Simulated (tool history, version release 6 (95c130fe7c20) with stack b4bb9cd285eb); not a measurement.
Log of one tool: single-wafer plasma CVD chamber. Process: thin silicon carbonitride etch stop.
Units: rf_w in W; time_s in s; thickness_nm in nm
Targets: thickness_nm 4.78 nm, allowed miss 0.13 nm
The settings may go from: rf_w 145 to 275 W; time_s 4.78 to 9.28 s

| run | hour | rf_w | time_s | thickness_nm |
|---|---|---|---|---|
| 1 | 0 | 210 | 7.03 | 3.689 |
| 2 | 3.9 | 215 | 7.32 | 3.8928 |
| 3 | 5.4 | 225 | 7.32 | 3.919 |
| 4 | 13.5 | 225 | 8.13 | 4.3645 |
| 5 | 17.6 | 230 | 8.23 | 4.4755 |
| 6 | 24.4 | 235 | 8.29 | 4.4785 |
| 7 | 33 | 235 | 8.38 | 4.5387 |
| 8 | 35.7 | 235 | 8.45 | 4.6131 |
| 9 | 44 | 235 | 8.49 | 4.5992 |

4 next moves are on the table. One of them brings every result within its allowed miss. Which?
| A | 52.3 | 210 | 8.37 | ? |
| B | 52.3 | 250 | 8.06 | ? |
| C | 52.3 | 230 | 8.79 | ? |
| D | 52.3 | 210 | 8.22 | ? |

| move | thickness_nm |
|---|---|
| A | 4.4502 |
| B | 4.4601 |
| C | 4.771 |
| D | 4.3704 |
A: further off than the last run
B: further off than the last run
C: meets every target
D: further off than the last run
The right move is C.

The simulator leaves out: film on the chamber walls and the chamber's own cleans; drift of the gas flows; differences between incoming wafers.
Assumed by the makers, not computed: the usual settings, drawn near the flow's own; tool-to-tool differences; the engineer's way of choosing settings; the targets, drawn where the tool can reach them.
